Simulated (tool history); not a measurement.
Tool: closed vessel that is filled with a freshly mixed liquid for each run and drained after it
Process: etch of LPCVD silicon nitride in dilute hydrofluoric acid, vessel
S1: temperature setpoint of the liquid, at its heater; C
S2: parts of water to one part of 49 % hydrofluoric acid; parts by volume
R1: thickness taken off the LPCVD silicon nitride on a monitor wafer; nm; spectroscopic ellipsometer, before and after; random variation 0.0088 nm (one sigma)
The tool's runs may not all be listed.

Run 1, hour 0: S1 24 C, S2 75 parts by volume, time in the liquid (s) 375. Result: R1 2.8893 nm.
Run 2, hour 7.3: S1 24 C, S2 75 parts by volume, time in the liquid (s) 375. Result: R1 2.9094 nm.
Run 3, hour 11.4: S1 23 C, S2 75 parts by volume, time in the liquid (s) 375. Result: R1 2.7283 nm.
Run 4, hour 18.3: S1 23 C, S2 100 parts by volume, time in the liquid (s) 375. Result: R1 2.0342 nm.
Run 5, hour 24.1: S1 25.5 C, S2 100 parts by volume, time in the liquid (s) 375. Result: R1 2.412 nm.
Run 6, hour 25.9: S1 25 C, S2 100 parts by volume, time in the liquid (s) 375. Result: R1 2.3107 nm.
Run 7, hour 27.9: S1 21 C, S2 100 parts by volume, time in the liquid (s) 375. Result: R1 1.7914 nm.

Run 8 comes next. What will it give?
At hour 32.2: thermometer replaced.
Run 8, hour 32.2: S1 21.5 C, S2 100 parts by volume, time in the liquid (s) 375. Result: R1 ?.

R1: 1.6345 nm
